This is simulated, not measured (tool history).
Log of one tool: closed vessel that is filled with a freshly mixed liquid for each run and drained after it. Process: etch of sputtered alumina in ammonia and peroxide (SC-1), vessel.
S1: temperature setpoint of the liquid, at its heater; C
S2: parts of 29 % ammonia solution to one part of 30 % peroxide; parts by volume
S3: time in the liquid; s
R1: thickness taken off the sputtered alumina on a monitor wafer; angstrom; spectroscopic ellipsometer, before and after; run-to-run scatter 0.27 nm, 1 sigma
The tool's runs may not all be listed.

| run | hour | S1 | S2 | S3 | R1 |
|---|---|---|---|---|---|
| 1 | 0.0 | 51.0 | 0.75 | 1000 | 532.65 |
| 2 | 8.9 | 51.0 | 0.75 | 1070 | 572.50 |
| 3 | 17.0 | 45.0 | 0.75 | 1070 | 407.46 |
| 4 | 20.0 | 44.5 | 0.75 | 1070 | 394.27 |
| 5 | 28.8 | 44.5 | 0.75 | 1070 | 398.03 |
| 6 | 30.8 | 49.5 | 0.75 | 1070 | 534.15 |

For run 7, what comes out?
| 7 | 39.7 | 42.5 | 0.75 | 1070 | ? |

R1: 354.53 angstrom

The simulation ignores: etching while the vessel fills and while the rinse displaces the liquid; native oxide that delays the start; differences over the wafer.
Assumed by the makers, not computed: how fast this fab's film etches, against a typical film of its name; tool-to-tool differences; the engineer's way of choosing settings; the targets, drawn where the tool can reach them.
